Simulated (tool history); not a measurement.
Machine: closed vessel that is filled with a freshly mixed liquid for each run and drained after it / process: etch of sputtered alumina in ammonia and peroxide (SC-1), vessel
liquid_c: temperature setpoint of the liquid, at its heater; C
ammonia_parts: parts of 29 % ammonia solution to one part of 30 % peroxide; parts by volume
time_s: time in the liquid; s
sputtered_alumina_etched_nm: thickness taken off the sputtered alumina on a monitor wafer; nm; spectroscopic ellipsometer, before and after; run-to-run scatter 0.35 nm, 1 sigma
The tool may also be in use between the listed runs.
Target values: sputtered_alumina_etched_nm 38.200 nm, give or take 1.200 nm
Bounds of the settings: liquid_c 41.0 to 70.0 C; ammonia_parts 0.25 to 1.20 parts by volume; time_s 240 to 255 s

run	hour	liquid_c	ammonia_parts	time_s	sputtered_alumina_etched_nm
1	0.0	57.0	0.95	240	20.209
2	3.9	57.0	0.80	240	20.229
3	6.1	58.5	0.80	240	21.526
4	11.5	60.0	0.80	240	23.338
5	14.5	61.0	0.80	240	25.001
6	23.5	55.5	0.80	240	18.721
7	26.6	63.5	0.85	240	27.977
8	31.8	64.0	0.85	240	28.858
9	34.4	64.5	0.85	240	29.684
10	40.2	65.0	0.85	240	29.993
11	41.1	65.5	0.85	240	31.500

Next run, 4 choices. One meets every target within its allowed miss, the rest don't. Which?
A	42.0	66.5	0.90	255	?
B	42.0	70.0	1.00	255	?
C	42.0	70.0	0.80	255	?
D	42.0	69.0	0.65	255	?

move	sputtered_alumina_etched_nm
A	34.880
B	41.754
C	40.885
D	38.207
A: closer than the last run, but not yet in spec
B: takes the biggest miss from the last run beyond its target
C: takes the biggest miss from the last run beyond its target
D: hits every target within its allowed miss
D meets every target.

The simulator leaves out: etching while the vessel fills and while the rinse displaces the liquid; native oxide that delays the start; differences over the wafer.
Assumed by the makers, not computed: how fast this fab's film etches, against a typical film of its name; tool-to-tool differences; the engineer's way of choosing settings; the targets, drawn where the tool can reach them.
